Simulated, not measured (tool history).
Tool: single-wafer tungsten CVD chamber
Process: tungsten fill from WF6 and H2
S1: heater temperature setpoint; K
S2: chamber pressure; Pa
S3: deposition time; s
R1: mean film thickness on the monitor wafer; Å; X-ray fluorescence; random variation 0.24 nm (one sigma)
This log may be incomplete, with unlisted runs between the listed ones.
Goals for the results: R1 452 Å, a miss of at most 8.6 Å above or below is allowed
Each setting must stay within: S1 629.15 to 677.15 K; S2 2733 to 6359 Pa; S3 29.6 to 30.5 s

run    day      S1    S2    S3      R1
  1      0  653.15  4546  29.6  609.46
  2  0.208  649.15  4533  29.6  561.21
  3  0.521  649.15  4533  30.5  577.39
  4  0.792  658.15  4533  30.5   709.2
  5  0.879  652.15  4520  30.5  621.45
  6  0.996  648.15  4506  30.5  553.29
  7  1.154  646.15  4506  30.5  534.94
  8  1.188  644.15  4506  30.5  501.97
  9  1.392  643.15  4506  30.5  495.87
 10  1.417  642.15  4506  30.5  483.84
 11  1.538  641.15  4506  30.5  472.59
 12  1.667  640.15  4506  30.5  465.78

Next run, 5 choices. One meets every target within its allowed miss, the rest don't. Which?
  A  1.796  643.15  4533  29.6   ?
  B  1.796  638.15  4693  30.5   ?
  C  1.796  645.15  4133  30.5   ?
  D  1.796  642.15  4400  30.5   ?
  E  1.796  643.15  4346  30.2   ?

move      R1
   A  482.41
   B   450.2
   C  488.48
   D  475.08
   E  477.88
A: further off than the last run
B: in spec on every target
C: further off than the last run
D: further off than the last run
E: further off than the last run
Move B is the one to make.
